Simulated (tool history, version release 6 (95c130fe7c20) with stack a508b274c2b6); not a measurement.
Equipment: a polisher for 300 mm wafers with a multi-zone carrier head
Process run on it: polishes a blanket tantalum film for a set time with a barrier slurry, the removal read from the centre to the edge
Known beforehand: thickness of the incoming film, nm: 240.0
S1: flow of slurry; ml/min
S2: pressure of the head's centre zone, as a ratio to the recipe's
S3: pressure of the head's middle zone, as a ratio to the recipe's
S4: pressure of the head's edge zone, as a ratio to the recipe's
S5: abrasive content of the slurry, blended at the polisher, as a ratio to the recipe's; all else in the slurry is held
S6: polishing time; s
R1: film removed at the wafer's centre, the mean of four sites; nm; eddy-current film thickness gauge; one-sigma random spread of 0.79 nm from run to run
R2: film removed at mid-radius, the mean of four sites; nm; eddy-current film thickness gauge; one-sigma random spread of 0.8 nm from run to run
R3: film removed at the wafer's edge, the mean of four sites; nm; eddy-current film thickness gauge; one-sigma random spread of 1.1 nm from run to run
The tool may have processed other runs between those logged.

Run 1, hour 0: S1 295 ml/min, S2 1, S3 1, S4 1, S5 1, S6 62 s. Result: R1 69.634 nm, R2 67.879 nm, R3 69.414 nm.
Run 2, hour 3.7: S1 295 ml/min, S2 1.01, S3 1.01, S4 1.02, S5 1.1, S6 62 s. Result: R1 72.11 nm, R2 72.032 nm, R3 72.253 nm.
Run 3, hour 8.5: S1 295 ml/min, S2 1.07, S3 1.01, S4 1.02, S5 1.1, S6 62 s. Result: R1 76.781 nm, R2 71.843 nm, R3 71.579 nm.
Run 4, hour 15.9: S1 295 ml/min, S2 1.07, S3 1.01, S4 1.1, S5 1.1, S6 62 s. Result: R1 77.321 nm, R2 72.174 nm, R3 72.753 nm.
Run 5, hour 19.3: S1 295 ml/min, S2 1.07, S3 1.07, S4 1.1, S5 1.1, S6 62 s. Result: R1 76.632 nm, R2 73.716 nm, R3 76.783 nm.
Run 6, hour 25.9: S1 360 ml/min, S2 1.07, S3 1.07, S4 1.1, S5 1.1, S6 62 s. Result: R1 77.974 nm, R2 76.87 nm, R3 77.103 nm.
Run 7, hour 32.1: S1 350 ml/min, S2 1.08, S3 1.08, S4 1.11, S5 1.15, S6 62 s. Result: R1 80.409 nm, R2 79.235 nm, R3 79.011 nm.

What will run 8 give?
Run 8, hour 33.5: S1 340 ml/min, S2 1.09, S3 1.09, S4 1.12, S5 1.15, S6 62 s. Result: R1 ?, R2 ?, R3 ?.

R1: 80.363 nm
R2: 79.054 nm
R3: 78.405 nm
